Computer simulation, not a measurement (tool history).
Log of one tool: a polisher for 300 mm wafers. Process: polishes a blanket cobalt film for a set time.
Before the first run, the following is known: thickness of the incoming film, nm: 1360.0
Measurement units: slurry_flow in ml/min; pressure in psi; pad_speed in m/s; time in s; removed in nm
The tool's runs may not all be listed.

run    day  slurry_flow  pressure  pad_speed  time  removed
  1  0.000          215       2.2       1.30    38  224.640
  2  0.154          215       2.2       1.30    34  199.820
  3  0.288          210       1.9       1.16    34  156.480
  4  0.554          210       1.9       1.16    34  156.450
  5  0.775          240       1.9       1.16    34  159.100
  6  0.812          240       1.7       1.06    34  129.390
  7  1.021          240       1.5       1.00    34  108.020
  8  1.275          230       1.0       0.84    34   62.399
  9  1.600          230       1.0       0.84    34   62.928
 10  1.725          245       1.0       0.84    34   63.561

Run 11 is up next; what results do you expect?
 11  1.912          250       1.0       0.84    34        ?

Run 11 gave removed 62.603 nm.
